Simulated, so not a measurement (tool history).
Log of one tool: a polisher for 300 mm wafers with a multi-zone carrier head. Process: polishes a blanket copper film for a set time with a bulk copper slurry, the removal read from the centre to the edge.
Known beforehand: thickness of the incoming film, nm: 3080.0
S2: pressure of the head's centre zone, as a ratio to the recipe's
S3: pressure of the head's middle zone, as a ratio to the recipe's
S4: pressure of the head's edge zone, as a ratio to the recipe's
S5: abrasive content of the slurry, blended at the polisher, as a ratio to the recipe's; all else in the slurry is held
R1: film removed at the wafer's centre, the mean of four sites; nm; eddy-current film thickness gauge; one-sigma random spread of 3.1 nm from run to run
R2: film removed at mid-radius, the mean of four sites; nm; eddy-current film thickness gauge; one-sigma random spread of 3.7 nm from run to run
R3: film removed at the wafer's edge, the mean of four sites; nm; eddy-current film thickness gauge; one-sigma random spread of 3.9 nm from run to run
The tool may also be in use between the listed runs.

run 1 day=0.000 | flow_of_slurry_(ml/min)=275 S2=1.00 S3=1.00 S4=1.00 S5=1.00 polishing_time_(s)=48 | R1=316.00 R2=323.79 R3=324.18
run 2 day=0.183 | flow_of_slurry_(ml/min)=275 S2=1.00 S3=1.08 S4=1.00 S5=1.00 polishing_time_(s)=48 | R1=314.38 R2=344.65 R3=335.05
run 3 day=0.417 | flow_of_slurry_(ml/min)=230 S2=1.00 S3=1.08 S4=1.00 S5=1.00 polishing_time_(s)=48 | R1=310.56 R2=339.22 R3=323.19
run 4 day=0.612 | flow_of_slurry_(ml/min)=180 S2=1.00 S3=1.08 S4=1.00 S5=1.00 polishing_time_(s)=48 | R1=298.12 R2=318.61 R3=305.52
run 5 day=0.817 | flow_of_slurry_(ml/min)=180 S2=1.00 S3=1.04 S4=1.00 S5=1.00 polishing_time_(s)=48 | R1=288.21 R2=304.39 R3=313.48
-- day=1.117 slurry nozzle cleaned
run 6 day=1.117 | flow_of_slurry_(ml/min)=180 S2=0.92 S3=1.04 S4=1.00 S5=1.00 polishing_time_(s)=48 | R1=297.29 R2=333.17 R3=324.81
run 7 day=1.267 | flow_of_slurry_(ml/min)=180 S2=0.94 S3=1.05 S4=0.98 S5=1.00 polishing_time_(s)=48 | R1=301.17 R2=331.48 R3=327.94
run 8 day=1.296 | flow_of_slurry_(ml/min)=185 S2=0.97 S3=1.07 S4=0.98 S5=0.95 polishing_time_(s)=48 | R1=311.07 R2=341.56 R3=326.64
run 9 day=1.612 | flow_of_slurry_(ml/min)=190 S2=1.00 S3=1.09 S4=0.98 S5=0.95 polishing_time_(s)=47 | R1=309.88 R2=333.95 R3=316.13
run 10 day=1.979 | flow_of_slurry_(ml/min)=195 S2=1.02 S3=1.10 S4=0.98 S5=0.95 polishing_time_(s)=46 | R1=315.51 R2=325.57 R3=313.70
run 11 day=2.188 | flow_of_slurry_(ml/min)=205 S2=1.03 S3=1.11 S4=0.98 S5=1.00 polishing_time_(s)=45 | R1=313.29 R2=339.44 R3=304.98
run 12 day=2.425 | flow_of_slurry_(ml/min)=205 S2=1.04 S3=1.11 S4=0.98 S5=1.00 polishing_time_(s)=44 | R1=309.33 R2=324.38 R3=296.32

Expected results for the next run?
run 13 day=2.621 | flow_of_slurry_(ml/min)=205 S2=1.05 S3=1.11 S4=0.98 S5=1.00 polishing_time_(s)=43 | R1=? R2=? R3=?

{"run 13": {"R1": 303.02, "R2": 325.2, "R3": 297.06}}
